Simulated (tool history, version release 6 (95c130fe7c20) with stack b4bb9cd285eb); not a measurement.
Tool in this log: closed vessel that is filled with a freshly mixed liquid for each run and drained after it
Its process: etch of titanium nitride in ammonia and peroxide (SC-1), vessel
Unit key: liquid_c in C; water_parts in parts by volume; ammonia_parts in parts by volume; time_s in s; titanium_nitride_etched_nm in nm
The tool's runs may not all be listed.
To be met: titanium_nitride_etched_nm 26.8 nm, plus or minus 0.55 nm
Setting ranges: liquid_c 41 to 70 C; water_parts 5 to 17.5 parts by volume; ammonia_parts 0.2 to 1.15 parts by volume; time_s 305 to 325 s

{"run": 1, "hour": 0.0, "liquid_c": 57, "water_parts": 9.5, "ammonia_parts": 0.65, "time_s": 305, "titanium_nitride_etched_nm": 17.762}
{"run": 2, "hour": 1.4, "liquid_c": 50, "water_parts": 9.5, "ammonia_parts": 0.65, "time_s": 305, "titanium_nitride_etched_nm": 10.965}
{"run": 3, "hour": 4.3, "liquid_c": 53, "water_parts": 9.5, "ammonia_parts": 0.65, "time_s": 305, "titanium_nitride_etched_nm": 13.605}
{"run": 4, "hour": 12.1, "liquid_c": 55.5, "water_parts": 9.5, "ammonia_parts": 0.65, "time_s": 305, "titanium_nitride_etched_nm": 16.067}
{"run": 5, "hour": 14.1, "liquid_c": 48.5, "water_parts": 9.5, "ammonia_parts": 0.65, "time_s": 305, "titanium_nitride_etched_nm": 10.03}
{"run": 6, "hour": 16.5, "liquid_c": 52, "water_parts": 9.5, "ammonia_parts": 0.65, "time_s": 305, "titanium_nitride_etched_nm": 12.694}
{"run": 7, "hour": 21.1, "liquid_c": 52, "water_parts": 9.5, "ammonia_parts": 0.65, "time_s": 305, "titanium_nitride_etched_nm": 12.679}
{"run": 8, "hour": 24.9, "liquid_c": 54.5, "water_parts": 9.5, "ammonia_parts": 0.65, "time_s": 305, "titanium_nitride_etched_nm": 15.073}
{"run": 9, "hour": 27.6, "liquid_c": 56.5, "water_parts": 9.5, "ammonia_parts": 0.65, "time_s": 305, "titanium_nitride_etched_nm": 17.217}
{"run": 10, "hour": 31.7, "liquid_c": 58, "water_parts": 9.5, "ammonia_parts": 0.65, "time_s": 305, "titanium_nitride_etched_nm": 19.157}
{"run": 11, "hour": 35.6, "liquid_c": 59, "water_parts": 9.5, "ammonia_parts": 0.65, "time_s": 305, "titanium_nitride_etched_nm": 20.286}
{"run": 12, "hour": 40.7, "liquid_c": 60, "water_parts": 9.5, "ammonia_parts": 0.65, "time_s": 305, "titanium_nitride_etched_nm": 21.567}
{"run": 13, "hour": 46.1, "liquid_c": 61, "water_parts": 9.5, "ammonia_parts": 0.65, "time_s": 305, "titanium_nitride_etched_nm": 23.165}
{"run": 14, "hour": 54.9, "liquid_c": 61.5, "water_parts": 9.5, "ammonia_parts": 0.65, "time_s": 305, "titanium_nitride_etched_nm": 23.946}
{"run": 15, "hour": 62.5, "liquid_c": 62, "water_parts": 9.5, "ammonia_parts": 0.65, "time_s": 305, "titanium_nitride_etched_nm": 24.618}
{"run": 16, "hour": 67.9, "liquid_c": 62.5, "water_parts": 9.5, "ammonia_parts": 0.65, "time_s": 305, "titanium_nitride_etched_nm": 25.48}

Exactly one of the 4 candidate moves below puts every result within its allowed miss. Which one?
{"run": "A", "hour": 73.3, "liquid_c": 61.5, "water_parts": 9, "ammonia_parts": 0.65, "time_s": 320, "titanium_nitride_etched_nm": "?"}
{"run": "B", "hour": 73.3, "liquid_c": 63, "water_parts": 10.5, "ammonia_parts": 0.75, "time_s": 320, "titanium_nitride_etched_nm": "?"}
{"run": "C", "hour": 73.3, "liquid_c": 61.5, "water_parts": 8, "ammonia_parts": 0.6, "time_s": 305, "titanium_nitride_etched_nm": "?"}
{"run": "D", "hour": 73.3, "liquid_c": 62.5, "water_parts": 9.5, "ammonia_parts": 0.55, "time_s": 310, "titanium_nitride_etched_nm": "?"}

move=A titanium_nitride_etched_nm=25.966
move=B titanium_nitride_etched_nm=27.071
move=C titanium_nitride_etched_nm=25.921
move=D titanium_nitride_etched_nm=25.389
A: closer than the last run, but not yet in spec
B: every result within its allowed miss
C: closer than the last run, but not yet in spec
D: further off than the last run
So the answer is move B, the one that meets all the targets.
